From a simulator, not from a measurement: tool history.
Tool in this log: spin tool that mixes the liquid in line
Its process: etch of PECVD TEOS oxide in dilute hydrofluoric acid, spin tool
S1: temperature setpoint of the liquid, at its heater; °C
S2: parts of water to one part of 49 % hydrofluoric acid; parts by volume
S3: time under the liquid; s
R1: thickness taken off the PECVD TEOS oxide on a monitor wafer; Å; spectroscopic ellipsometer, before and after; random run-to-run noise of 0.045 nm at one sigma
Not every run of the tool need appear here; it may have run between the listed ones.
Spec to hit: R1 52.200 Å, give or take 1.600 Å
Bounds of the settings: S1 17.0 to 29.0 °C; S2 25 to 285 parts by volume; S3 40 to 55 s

run,hour,S1,S2,S3,R1
1,0.0,21.0,155,55,22.718
2,7.5,23.5,155,55,25.320
3,9.9,24.5,145,55,28.091
4,14.6,22.5,145,55,25.900
5,20.7,22.5,145,40,19.120
6,28.9,23.5,145,40,20.101
7,33.2,24.0,125,40,23.924
8,42.0,28.0,60,40,63.648
9,49.8,25.0,60,40,56.978
10,50.7,24.5,60,40,55.982
11,53.9,24.0,60,40,55.689

4 next moves are on the table. One of them brings every result within its allowed miss. Which?
A,57.1,23.0,60,40,?
B,57.1,23.5,75,45,?
C,57.1,27.5,75,40,?
D,57.1,25.5,80,45,?

move,R1
A,52.687
B,47.381
C,49.341
D,47.769
A: all results in spec
B: moves the result that the last run missed by most past its target, out the other side
C: moves the result that the last run missed by most past its target, out the other side
D: moves the result that the last run missed by most past its target, out the other side
A is the move that brings every result within its allowed miss.
